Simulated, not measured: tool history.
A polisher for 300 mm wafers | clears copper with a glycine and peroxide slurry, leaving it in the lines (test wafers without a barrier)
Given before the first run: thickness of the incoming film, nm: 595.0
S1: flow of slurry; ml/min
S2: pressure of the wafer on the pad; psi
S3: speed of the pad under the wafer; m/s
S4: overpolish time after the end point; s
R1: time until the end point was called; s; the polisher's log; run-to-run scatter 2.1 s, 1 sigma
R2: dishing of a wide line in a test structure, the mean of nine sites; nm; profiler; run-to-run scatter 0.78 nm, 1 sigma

run	hour	S1	S2	S3	S4	R1	R2
1	0.0	155	2.5	0.76	11	167.64	33.685
2	4.7	155	2.5	0.76	6	168.28	18.643
3	10.6	155	2.1	0.76	6	188.46	16.402
4	18.0	180	2.1	0.76	6	185.25	16.815
5	26.7	180	2.1	0.66	6	201.69	15.194
6	29.5	180	2.1	0.80	6	179.07	17.720

Run 7, settings as shown, results not yet in. Your forecast:
7	32.3	175	1.8	0.80	9	?	?

{"run 7": {"R1": 197.94, "R2": 23.357}}
